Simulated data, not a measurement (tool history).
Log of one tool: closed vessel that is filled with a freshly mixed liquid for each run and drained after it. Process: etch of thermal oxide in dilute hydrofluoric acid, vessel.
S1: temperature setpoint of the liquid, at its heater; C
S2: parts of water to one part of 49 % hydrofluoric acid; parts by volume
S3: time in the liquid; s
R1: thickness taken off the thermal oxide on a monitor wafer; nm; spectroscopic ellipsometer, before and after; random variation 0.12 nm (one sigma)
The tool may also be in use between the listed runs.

run,hour,S1,S2,S3,R1
1,0,21,170,685,15.681
2,0.5,21,170,725,16.305
3,6.3,21.5,170,725,16.805
4,10.8,19.5,170,725,15.527
5,16.2,19.5,195,725,13.2
6,20.7,19.5,195,685,12.469
7,29,21,190,685,13.688
8,32.4,22,190,685,14.136
9,37,23,190,685,14.642
10,38.8,24,190,685,15.225
11,40.7,25,190,685,15.615

Forecast run 12:
12,42.9,25.5,190,685,?

Run 12 gave R1 16.062 nm.

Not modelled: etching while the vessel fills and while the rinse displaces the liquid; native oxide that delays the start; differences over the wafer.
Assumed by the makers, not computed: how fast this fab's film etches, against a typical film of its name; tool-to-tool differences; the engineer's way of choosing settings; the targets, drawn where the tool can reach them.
